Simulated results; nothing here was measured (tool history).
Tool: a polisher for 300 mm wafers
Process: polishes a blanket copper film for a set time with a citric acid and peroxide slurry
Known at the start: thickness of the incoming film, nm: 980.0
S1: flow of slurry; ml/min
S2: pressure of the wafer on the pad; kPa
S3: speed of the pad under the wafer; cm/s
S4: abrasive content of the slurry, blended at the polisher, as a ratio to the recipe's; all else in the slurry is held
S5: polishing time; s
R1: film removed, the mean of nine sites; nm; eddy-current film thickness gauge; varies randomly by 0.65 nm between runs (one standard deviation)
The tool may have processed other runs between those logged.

{"run": 1, "hour": 0.0, "S1": 175, "S2": 19.3, "S3": 122, "S4": 1.0, "S5": 59, "R1": 147.61}
{"run": 2, "hour": 4.6, "S1": 170, "S2": 15.9, "S3": 112, "S4": 1.0, "S5": 59, "R1": 120.21}
{"run": 3, "hour": 13.1, "S1": 170, "S2": 13.8, "S3": 100, "S4": 1.0, "S5": 59, "R1": 99.459}
{"run": 4, "hour": 17.3, "S1": 170, "S2": 13.8, "S3": 128, "S4": 1.0, "S5": 59, "R1": 123.24}
{"run": 5, "hour": 22.4, "S1": 170, "S2": 12.4, "S3": 112, "S4": 1.0, "S5": 59, "R1": 103.52}
{"run": 6, "hour": 25.5, "S1": 170, "S2": 12.4, "S3": 112, "S4": 1.1, "S5": 59, "R1": 105.42}
{"run": 7, "hour": 26.6, "S1": 170, "S2": 12.4, "S3": 112, "S4": 1.1, "S5": 59, "R1": 106.08}
{"run": 8, "hour": 29.6, "S1": 170, "S2": 11.0, "S3": 100, "S4": 1.1, "S5": 59, "R1": 89.067}
{"run": 9, "hour": 30.3, "S1": 170, "S2": 10.3, "S3": 94, "S4": 1.1, "S5": 59, "R1": 82.323}

For run 10, what comes out?
{"run": 10, "hour": 30.9, "S1": 170, "S2": 9.7, "S3": 88, "S4": 1.1, "S5": 59, "R1": "?"}

Run 10 measured R1 74.449 nm.

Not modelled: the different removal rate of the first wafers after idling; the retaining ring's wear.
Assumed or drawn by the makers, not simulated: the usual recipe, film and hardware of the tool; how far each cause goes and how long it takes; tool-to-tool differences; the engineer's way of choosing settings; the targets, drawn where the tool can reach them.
